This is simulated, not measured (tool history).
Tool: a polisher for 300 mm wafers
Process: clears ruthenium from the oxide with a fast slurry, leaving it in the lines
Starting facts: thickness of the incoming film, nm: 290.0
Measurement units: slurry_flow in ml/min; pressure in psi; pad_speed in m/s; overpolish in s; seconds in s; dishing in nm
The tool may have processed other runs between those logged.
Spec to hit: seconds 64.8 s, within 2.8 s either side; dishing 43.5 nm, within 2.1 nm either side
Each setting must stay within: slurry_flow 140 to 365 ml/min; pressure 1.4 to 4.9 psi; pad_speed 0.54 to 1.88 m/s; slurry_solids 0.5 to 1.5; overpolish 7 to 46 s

run 1 hour=0 | slurry_flow=235 pressure=3.1 pad_speed=1.2 slurry_solids=1 overpolish=24 | seconds=40.988 dishing=88.976
run 2 hour=4.8 | slurry_flow=235 pressure=3.1 pad_speed=1.2 slurry_solids=0.85 overpolish=24 | seconds=44.596 dishing=83.542
run 3 hour=10.7 | slurry_flow=235 pressure=3.1 pad_speed=1.2 slurry_solids=0.85 overpolish=17 | seconds=44.603 dishing=64.594
run 4 hour=15.4 | slurry_flow=235 pressure=2.9 pad_speed=1.2 slurry_solids=0.85 overpolish=16 | seconds=47.209 dishing=61.423
run 5 hour=23.1 | slurry_flow=290 pressure=2.9 pad_speed=1.2 slurry_solids=0.85 overpolish=16 | seconds=44.929 dishing=61.038
run 6 hour=30.4 | slurry_flow=235 pressure=2.9 pad_speed=1.2 slurry_solids=0.85 overpolish=16 | seconds=47.187 dishing=59.786
run 7 hour=33.9 | slurry_flow=235 pressure=2.7 pad_speed=1.2 slurry_solids=0.85 overpolish=16 | seconds=49.445 dishing=57.509
run 8 hour=35.5 | slurry_flow=235 pressure=1.8 pad_speed=1.18 slurry_solids=0.85 overpolish=12 | seconds=66.959 dishing=34.818
run 9 hour=42 | slurry_flow=235 pressure=1.8 pad_speed=1.18 slurry_solids=0.85 overpolish=13 | seconds=65.416 dishing=37.561
run 10 hour=45.6 | slurry_flow=235 pressure=1.8 pad_speed=1.18 slurry_solids=0.85 overpolish=14 | seconds=65.935 dishing=40.454

5 next moves are on the table. One of them brings every result within its allowed miss. Which?
run A hour=49.2 | slurry_flow=155 pressure=1.6 pad_speed=1.38 slurry_solids=0.7 overpolish=13 | seconds=? dishing=?
run B hour=49.2 | slurry_flow=185 pressure=2 pad_speed=0.96 slurry_solids=0.95 overpolish=15 | seconds=? dishing=?
run C hour=49.2 | slurry_flow=270 pressure=2.6 pad_speed=0.98 slurry_solids=0.75 overpolish=15 | seconds=? dishing=?
run D hour=49.2 | slurry_flow=220 pressure=1.9 pad_speed=1.12 slurry_solids=0.85 overpolish=14 | seconds=? dishing=?
run E hour=49.2 | slurry_flow=215 pressure=1.8 pad_speed=1.22 slurry_solids=0.8 overpolish=12 | seconds=? dishing=?

move=A seconds=70.721 dishing=35.078
move=B seconds=70.932 dishing=39.673
move=C seconds=63.647 dishing=43.562
move=D seconds=66.66 dishing=39.436
move=E seconds=66.145 dishing=34.671
A: the biggest miss grows against the last run
B: the biggest miss grows against the last run
C: every result lands within tolerance
D: the biggest miss grows against the last run
E: the biggest miss grows against the last run
Correct choice: C, which meets every target
